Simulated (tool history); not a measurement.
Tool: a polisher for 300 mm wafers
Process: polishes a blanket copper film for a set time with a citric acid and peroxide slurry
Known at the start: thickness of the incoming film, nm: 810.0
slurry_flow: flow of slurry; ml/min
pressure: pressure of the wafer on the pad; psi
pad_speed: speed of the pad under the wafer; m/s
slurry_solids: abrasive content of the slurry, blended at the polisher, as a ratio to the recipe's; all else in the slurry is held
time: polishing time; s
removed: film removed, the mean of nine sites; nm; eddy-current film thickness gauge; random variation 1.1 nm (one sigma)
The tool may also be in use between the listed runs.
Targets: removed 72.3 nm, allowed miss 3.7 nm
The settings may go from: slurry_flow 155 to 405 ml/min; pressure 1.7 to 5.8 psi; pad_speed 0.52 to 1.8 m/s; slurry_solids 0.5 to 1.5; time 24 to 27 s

run	hour	slurry_flow	pressure	pad_speed	slurry_solids	time	removed
1	0	260	3.7	1.16	1	27	97.206
2	1.1	325	3.7	1.16	1	27	103
3	2.1	320	3.5	1.16	1	27	95.056
4	7.7	320	3.5	1.16	1	24	82.881
5	15.5	320	3.5	1.16	1	24	84.161
6	17.2	280	3.5	1.16	1	24	84.218
7	22.2	280	3.4	1.16	1	24	81.683
8	23.9	280	3.3	1.16	1	24	78.46

Which of these 5 next moves meets every target?
A	25.6	325	3.4	1.3	0.75	24	?
B	25.6	210	2.8	1.8	0.75	24	?
C	25.6	315	3	1.4	0.75	24	?
D	25.6	270	2.7	1.24	1	26	?
E	25.6	330	4.2	0.82	1.1	25	?

move	removed
A	86.032
B	88.948
C	80.572
D	73.338
E	82.262
A: further off than the last run
B: further off than the last run
C: further off than the last run
D: meets every target
E: further off than the last run
Move D is the one to make.
